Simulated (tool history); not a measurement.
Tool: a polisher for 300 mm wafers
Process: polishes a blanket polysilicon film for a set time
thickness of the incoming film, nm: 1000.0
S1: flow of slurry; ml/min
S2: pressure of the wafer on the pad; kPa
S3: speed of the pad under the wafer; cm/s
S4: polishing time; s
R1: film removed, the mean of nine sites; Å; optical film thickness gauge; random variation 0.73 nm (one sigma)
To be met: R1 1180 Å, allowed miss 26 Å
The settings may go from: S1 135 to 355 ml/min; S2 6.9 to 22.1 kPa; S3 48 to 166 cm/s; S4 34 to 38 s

{"run": 1, "hour": 0.0, "S1": 225, "S2": 14.5, "S3": 106, "S4": 38, "R1": 2445.3}
{"run": 2, "hour": 0.7, "S1": 220, "S2": 13.8, "S3": 104, "S4": 38, "R1": 2294.2}
{"run": 3, "hour": 5.4, "S1": 220, "S2": 13.1, "S3": 102, "S4": 38, "R1": 2117.8}
{"run": 4, "hour": 11.5, "S1": 220, "S2": 11, "S3": 102, "S4": 38, "R1": 1789.8}
{"run": 5, "hour": 13.3, "S1": 220, "S2": 10.3, "S3": 102, "S4": 38, "R1": 1701.7}
{"run": 6, "hour": 21.5, "S1": 215, "S2": 9.7, "S3": 100, "S4": 38, "R1": 1556.1}
{"run": 7, "hour": 22.7, "S1": 210, "S2": 9.7, "S3": 100, "S4": 38, "R1": 1541.5}
{"run": 8, "hour": 29.3, "S1": 210, "S2": 9.7, "S3": 100, "S4": 38, "R1": 1551.7}
{"run": 9, "hour": 31.0, "S1": 205, "S2": 9.7, "S3": 100, "S4": 38, "R1": 1537.8}
{"run": 10, "hour": 36.7, "S1": 200, "S2": 9.7, "S3": 100, "S4": 38, "R1": 1548}
{"run": 11, "hour": 38.4, "S1": 195, "S2": 9.7, "S3": 100, "S4": 38, "R1": 1532.2}
{"run": 12, "hour": 42.7, "S1": 190, "S2": 9.7, "S3": 100, "S4": 38, "R1": 1532.2}
{"run": 13, "hour": 47.3, "S1": 185, "S2": 9.7, "S3": 100, "S4": 38, "R1": 1540.1}
{"run": 14, "hour": 54.7, "S1": 185, "S2": 8.3, "S3": 98, "S4": 38, "R1": 1289.5}
{"run": 15, "hour": 56.4, "S1": 185, "S2": 8.3, "S3": 98, "S4": 38, "R1": 1311.6}
{"run": 16, "hour": 59.7, "S1": 180, "S2": 8.3, "S3": 98, "S4": 38, "R1": 1294.1}
{"run": 17, "hour": 67.2, "S1": 155, "S2": 6.9, "S3": 98, "S4": 38, "R1": 1073.8}
{"run": 18, "hour": 68.4, "S1": 160, "S2": 6.9, "S3": 98, "S4": 38, "R1": 1083.1}
{"run": 19, "hour": 74.9, "S1": 225, "S2": 7.6, "S3": 98, "S4": 38, "R1": 1210.7}

Which of these 4 next moves meets every target?
{"run": "A", "hour": 81.4, "S1": 185, "S2": 7.6, "S3": 96, "S4": 38, "R1": "?"}
{"run": "B", "hour": 81.4, "S1": 170, "S2": 9.7, "S3": 90, "S4": 34, "R1": "?"}
{"run": "C", "hour": 81.4, "S1": 175, "S2": 6.9, "S3": 110, "S4": 38, "R1": "?"}
{"run": "D", "hour": 81.4, "S1": 225, "S2": 7.6, "S3": 102, "S4": 38, "R1": "?"}

move=A R1=1180.9
move=B R1=1240.7
move=C R1=1226.8
move=D R1=1270
A: meets every target
B: further off than the last run
C: further off than the last run
D: further off than the last run
Move A is the one to make.
